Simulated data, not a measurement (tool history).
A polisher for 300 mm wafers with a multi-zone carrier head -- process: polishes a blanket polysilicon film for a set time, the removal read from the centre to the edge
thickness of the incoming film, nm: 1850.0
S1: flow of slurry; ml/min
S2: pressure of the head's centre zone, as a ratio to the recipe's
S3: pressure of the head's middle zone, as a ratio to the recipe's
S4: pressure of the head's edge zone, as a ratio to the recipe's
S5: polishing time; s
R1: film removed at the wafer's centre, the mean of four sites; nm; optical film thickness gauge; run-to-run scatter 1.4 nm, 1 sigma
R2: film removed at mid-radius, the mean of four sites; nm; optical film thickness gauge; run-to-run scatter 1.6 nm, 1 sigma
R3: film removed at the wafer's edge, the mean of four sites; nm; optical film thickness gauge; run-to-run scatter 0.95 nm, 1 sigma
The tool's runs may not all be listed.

{"run": 1, "hour": 0.0, "S1": 145, "S2": 1, "S3": 1, "S4": 1, "S5": 46, "R1": 204.18, "R2": 203.15, "R3": 191.72}
{"run": 2, "hour": 1.5, "S1": 145, "S2": 1, "S3": 1, "S4": 1, "S5": 52, "R1": 224.78, "R2": 228.99, "R3": 217.53}
{"run": 3, "hour": 7.8, "S1": 135, "S2": 0.97, "S3": 0.98, "S4": 1.03, "S5": 49, "R1": 202.08, "R2": 213.82, "R3": 206.77}
{"run": 4, "hour": 13.4, "S1": 135, "S2": 0.97, "S3": 0.98, "S4": 0.96, "S5": 49, "R1": 209.12, "R2": 207.7, "R3": 198.24}
{"run": 5, "hour": 17.0, "S1": 130, "S2": 0.94, "S3": 0.95, "S4": 0.98, "S5": 46, "R1": 185.57, "R2": 185.91, "R3": 186.45}
{"run": 6, "hour": 19.6, "S1": 130, "S2": 0.94, "S3": 0.95, "S4": 0.92, "S5": 46, "R1": 187.86, "R2": 186.08, "R3": 180.05}
{"run": 7, "hour": 25.4, "S1": 125, "S2": 0.92, "S3": 0.94, "S4": 0.94, "S5": 44, "R1": 171.21, "R2": 181.87, "R3": 174.64}
{"run": 8, "hour": 30.8, "S1": 120, "S2": 0.92, "S3": 0.92, "S4": 0.97, "S5": 42, "R1": 164.61, "R2": 168.7, "R3": 169.35}
{"run": 9, "hour": 34.6, "S1": 115, "S2": 0.9, "S3": 0.9, "S4": 0.99, "S5": 40, "R1": 146.79, "R2": 156.12, "R3": 160.55}
{"hour": 35.7, "done": "edge zone pressure recalibrated"}
{"run": 10, "hour": 35.7, "S1": 110, "S2": 0.89, "S3": 0.89, "S4": 1, "S5": 39, "R1": 143.38, "R2": 146.83, "R3": 165.45}
{"run": 11, "hour": 43.3, "S1": 110, "S2": 0.89, "S3": 0.89, "S4": 1, "S5": 39, "R1": 142.07, "R2": 143.77, "R3": 164.04}
{"run": 12, "hour": 45.6, "S1": 105, "S2": 0.88, "S3": 0.89, "S4": 0.99, "S5": 38, "R1": 133.38, "R2": 142.8, "R3": 156.73}

What will run 13 give?
{"run": 13, "hour": 49.9, "S1": 100, "S2": 0.87, "S3": 0.88, "S4": 0.98, "S5": 38, "R1": "?", "R2": "?", "R3": "?"}

{"run 13": {"R1": 127.75, "R2": 139.73, "R3": 153.86}}

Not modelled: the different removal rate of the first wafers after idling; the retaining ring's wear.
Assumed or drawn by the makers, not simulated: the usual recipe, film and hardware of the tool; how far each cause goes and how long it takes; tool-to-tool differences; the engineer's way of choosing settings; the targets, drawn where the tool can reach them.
